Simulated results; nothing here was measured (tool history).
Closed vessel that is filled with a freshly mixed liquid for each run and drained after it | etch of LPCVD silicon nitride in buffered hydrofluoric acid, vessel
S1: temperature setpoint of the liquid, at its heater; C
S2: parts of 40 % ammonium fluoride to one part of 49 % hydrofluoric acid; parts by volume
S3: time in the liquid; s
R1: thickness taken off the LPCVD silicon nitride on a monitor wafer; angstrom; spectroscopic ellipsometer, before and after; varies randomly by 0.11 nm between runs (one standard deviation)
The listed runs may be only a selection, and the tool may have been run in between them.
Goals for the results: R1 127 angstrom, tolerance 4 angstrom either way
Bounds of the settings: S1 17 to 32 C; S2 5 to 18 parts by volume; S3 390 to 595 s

{"run": 1, "hour": 0.0, "S1": 25, "S2": 11, "S3": 595, "R1": 83.502}
{"run": 2, "hour": 4.9, "S1": 25, "S2": 11, "S3": 390, "R1": 54.621}
{"run": 3, "hour": 11.8, "S1": 25, "S2": 11, "S3": 595, "R1": 84.278}
{"run": 4, "hour": 15.0, "S1": 25, "S2": 8.5, "S3": 595, "R1": 105.16}
{"run": 5, "hour": 19.5, "S1": 25, "S2": 8.5, "S3": 390, "R1": 67.422}
{"run": 6, "hour": 22.7, "S1": 25, "S2": 11, "S3": 390, "R1": 54.142}
{"run": 7, "hour": 26.1, "S1": 27, "S2": 9.5, "S3": 390, "R1": 68.737}
{"run": 8, "hour": 35.8, "S1": 27.5, "S2": 8, "S3": 435, "R1": 94.389}
{"run": 9, "hour": 44.7, "S1": 28.5, "S2": 8, "S3": 435, "R1": 98.984}
{"run": 10, "hour": 50.2, "S1": 29.5, "S2": 8, "S3": 435, "R1": 105.14}
{"run": 11, "hour": 59.0, "S1": 30, "S2": 8, "S3": 435, "R1": 106.66}
{"run": 12, "hour": 62.8, "S1": 30.5, "S2": 8, "S3": 435, "R1": 107.88}
{"run": 13, "hour": 70.1, "S1": 32, "S2": 6.5, "S3": 440, "R1": 146.33}
{"run": 14, "hour": 78.2, "S1": 31.5, "S2": 6.5, "S3": 440, "R1": 140.55}
{"run": 15, "hour": 81.9, "S1": 31, "S2": 6.5, "S3": 440, "R1": 137.5}
{"run": 16, "hour": 91.5, "S1": 30.5, "S2": 6.5, "S3": 440, "R1": 137.78}
{"run": 17, "hour": 95.2, "S1": 30, "S2": 6.5, "S3": 440, "R1": 132.23}
{"run": 18, "hour": 97.3, "S1": 30, "S2": 6.5, "S3": 440, "R1": 133.79}

4 next moves are on the table. One of them brings every result within its allowed miss. Which?
{"run": "A", "hour": 99.4, "S1": 32, "S2": 9.5, "S3": 555, "R1": "?"}
{"run": "B", "hour": 99.4, "S1": 26.5, "S2": 6, "S3": 450, "R1": "?"}
{"run": "C", "hour": 99.4, "S1": 32, "S2": 7.5, "S3": 405, "R1": "?"}
{"run": "D", "hour": 99.4, "S1": 32, "S2": 7.5, "S3": 490, "R1": "?"}

move=A R1=127.34
move=B R1=119.9
move=C R1=117.08
move=D R1=141.65
A: all results land within tolerance of their targets
B: takes the biggest miss from the last run beyond its target
C: takes the biggest miss from the last run beyond its target
D: further off than the last run
The move that meets every target is A.
